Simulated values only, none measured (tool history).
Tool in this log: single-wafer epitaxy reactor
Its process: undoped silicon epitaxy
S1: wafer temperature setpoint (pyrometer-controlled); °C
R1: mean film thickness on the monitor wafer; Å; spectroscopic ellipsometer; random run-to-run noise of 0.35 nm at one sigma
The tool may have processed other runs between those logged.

Run 1, hour 0: S1 670 °C, deposition time (s) 317. Result: R1 799.68 Å.
Run 2, hour 5.2: S1 670 °C, deposition time (s) 347. Result: R1 874.61 Å.
Run 3, hour 11.6: S1 671 °C, deposition time (s) 347. Result: R1 889.48 Å.
Run 4, hour 18: S1 672 °C, deposition time (s) 347. Result: R1 915.54 Å.
Run 5, hour 25.6: S1 672 °C, deposition time (s) 331. Result: R1 875.93 Å.
Run 6, hour 32.6: S1 666 °C, deposition time (s) 331. Result: R1 762.85 Å.
Run 7, hour 41.4: S1 669 °C, deposition time (s) 332. Result: R1 819.19 Å.

Predict the results of run 8:
Run 8, hour 43.4: S1 680 °C, deposition time (s) 335. Result: R1 ?.

{"run 8": {"R1": 1055.4}}
